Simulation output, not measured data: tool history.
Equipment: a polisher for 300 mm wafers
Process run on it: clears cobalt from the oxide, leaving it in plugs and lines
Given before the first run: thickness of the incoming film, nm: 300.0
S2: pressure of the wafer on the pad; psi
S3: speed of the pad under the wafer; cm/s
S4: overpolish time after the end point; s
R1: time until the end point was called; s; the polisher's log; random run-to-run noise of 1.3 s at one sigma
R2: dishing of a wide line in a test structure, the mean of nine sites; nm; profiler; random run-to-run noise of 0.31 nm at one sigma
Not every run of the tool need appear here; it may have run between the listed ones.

Run 1, hour 0.0: flow of slurry (ml/min) 255, S2 2.2 psi, S3 120 cm/s, S4 11 s. Result: R1 45.000 s, R2 40.663 nm.
Run 2, hour 2.5: flow of slurry (ml/min) 220, S2 2.2 psi, S3 120 cm/s, S4 11 s. Result: R1 44.856 s, R2 40.359 nm.
Run 3, hour 4.1: flow of slurry (ml/min) 220, S2 2.0 psi, S3 118 cm/s, S4 10 s. Result: R1 49.956 s, R2 37.596 nm.
Run 4, hour 7.1: flow of slurry (ml/min) 190, S2 2.0 psi, S3 118 cm/s, S4 10 s. Result: R1 53.971 s, R2 36.674 nm.
Run 5, hour 10.9: flow of slurry (ml/min) 195, S2 1.9 psi, S3 118 cm/s, S4 9 s. Result: R1 53.620 s, R2 33.730 nm.
Run 6, hour 17.1: flow of slurry (ml/min) 190, S2 1.8 psi, S3 118 cm/s, S4 9 s. Result: R1 58.242 s, R2 33.048 nm.
Run 7, hour 23.3: flow of slurry (ml/min) 190, S2 1.5 psi, S3 116 cm/s, S4 7 s. Result: R1 70.997 s, R2 25.413 nm.

Run 8 comes next. What will it give?
Run 8, hour 27.4: flow of slurry (ml/min) 185, S2 1.5 psi, S3 114 cm/s, S4 8 s. Result: R1 ?, R2 ?.

{"run 8": {"R1": 72.299, "R2": 27.547}}
